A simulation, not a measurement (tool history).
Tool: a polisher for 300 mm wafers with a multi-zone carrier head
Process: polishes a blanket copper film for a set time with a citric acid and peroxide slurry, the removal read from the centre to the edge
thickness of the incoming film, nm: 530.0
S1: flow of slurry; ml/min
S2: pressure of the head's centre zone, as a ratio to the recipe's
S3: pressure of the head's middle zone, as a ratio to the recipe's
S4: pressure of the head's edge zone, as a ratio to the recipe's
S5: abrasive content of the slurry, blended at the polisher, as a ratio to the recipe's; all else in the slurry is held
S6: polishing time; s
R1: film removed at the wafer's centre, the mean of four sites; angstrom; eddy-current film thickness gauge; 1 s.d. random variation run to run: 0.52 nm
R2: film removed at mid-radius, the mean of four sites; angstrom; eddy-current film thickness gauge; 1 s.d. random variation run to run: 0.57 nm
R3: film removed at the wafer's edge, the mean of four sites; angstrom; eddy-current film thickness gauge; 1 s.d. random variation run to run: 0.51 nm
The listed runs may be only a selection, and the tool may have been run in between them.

run 1 hour=0 | S1=195 S2=1 S3=1 S4=1 S5=1 S6=43 | R1=700.45 R2=713.61 R3=706.87
run 2 hour=6.3 | S1=185 S2=0.98 S3=0.95 S4=0.96 S5=0.9 S6=43 | R1=676.23 R2=673.37 R3=678.81
run 3 hour=14.3 | S1=175 S2=0.96 S3=0.91 S4=0.95 S5=0.8 S6=43 | R1=634.62 R2=625.01 R3=648.26
run 4 hour=20.5 | S1=165 S2=0.95 S3=0.88 S4=0.93 S5=0.75 S6=43 | R1=612 R2=594.47 R3=625.69
run 5 hour=29.1 | S1=155 S2=0.95 S3=0.86 S4=0.92 S5=0.75 S6=43 | R1=604.41 R2=589.71 R3=628.17
run 6 hour=35.1 | S1=155 S2=1.01 S3=0.86 S4=0.92 S5=0.75 S6=43 | R1=639.99 R2=588.58 R3=620.77

Estimate the outcome of run 7 from the log above:
run 7 hour=43.4 | S1=150 S2=0.99 S3=0.85 S4=0.91 S5=0.75 S6=43 | R1=? R2=? R3=?

Run 7 came out at R1 629.39 angstrom, R2 576.01 angstrom, R3 614.62 angstrom.
